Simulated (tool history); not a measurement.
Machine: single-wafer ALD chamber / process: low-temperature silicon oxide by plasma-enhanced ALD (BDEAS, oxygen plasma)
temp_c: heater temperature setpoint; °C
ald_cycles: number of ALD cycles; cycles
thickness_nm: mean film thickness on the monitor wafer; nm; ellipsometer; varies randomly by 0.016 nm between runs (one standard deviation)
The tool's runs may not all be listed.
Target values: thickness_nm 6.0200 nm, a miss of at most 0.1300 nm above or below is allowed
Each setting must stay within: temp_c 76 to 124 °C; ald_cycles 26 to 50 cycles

Run 1, hour 0.0: temp_c 100 °C, ald_cycles 38 cycles. Result: thickness_nm 5.5393 nm.
Run 2, hour 5.5: temp_c 98 °C, ald_cycles 39 cycles. Result: thickness_nm 5.7207 nm.
Run 3, hour 12.9: temp_c 98 °C, ald_cycles 37 cycles. Result: thickness_nm 5.4212 nm.
Run 4, hour 17.1: temp_c 98 °C, ald_cycles 32 cycles. Result: thickness_nm 4.6695 nm.
Run 5, hour 25.1: temp_c 96 °C, ald_cycles 34 cycles. Result: thickness_nm 5.0041 nm.
Run 6, hour 26.2: temp_c 94 °C, ald_cycles 35 cycles. Result: thickness_nm 5.2051 nm.
Run 7, hour 31.8: temp_c 91 °C, ald_cycles 36 cycles. Result: thickness_nm 5.4075 nm.
Run 8, hour 39.9: temp_c 89 °C, ald_cycles 37 cycles. Result: thickness_nm 5.5583 nm.
Run 9, hour 42.9: temp_c 88 °C, ald_cycles 38 cycles. Result: thickness_nm 5.7755 nm.

Of the 5 settings listed for the next run, only one would bring every result within its allowed miss of target. Which one?
Run A, hour 45.9: temp_c 81 °C, ald_cycles 39 cycles. Result: thickness_nm ?.
Run B, hour 45.9: temp_c 85 °C, ald_cycles 37 cycles. Result: thickness_nm ?.
Run C, hour 45.9: temp_c 93 °C, ald_cycles 38 cycles. Result: thickness_nm ?.
Run D, hour 45.9: temp_c 77 °C, ald_cycles 36 cycles. Result: thickness_nm ?.
Run E, hour 45.9: temp_c 86 °C, ald_cycles 36 cycles. Result: thickness_nm ?.

move  thickness_nm
   A        6.0586
   B        5.6781
   C        5.6882
   D        5.6605
   E        5.5077
A: every result lands within tolerance
B: lands further from the targets than the last run did
C: lands further from the targets than the last run did
D: lands further from the targets than the last run did
E: lands further from the targets than the last run did
Correct choice: A, which meets every target

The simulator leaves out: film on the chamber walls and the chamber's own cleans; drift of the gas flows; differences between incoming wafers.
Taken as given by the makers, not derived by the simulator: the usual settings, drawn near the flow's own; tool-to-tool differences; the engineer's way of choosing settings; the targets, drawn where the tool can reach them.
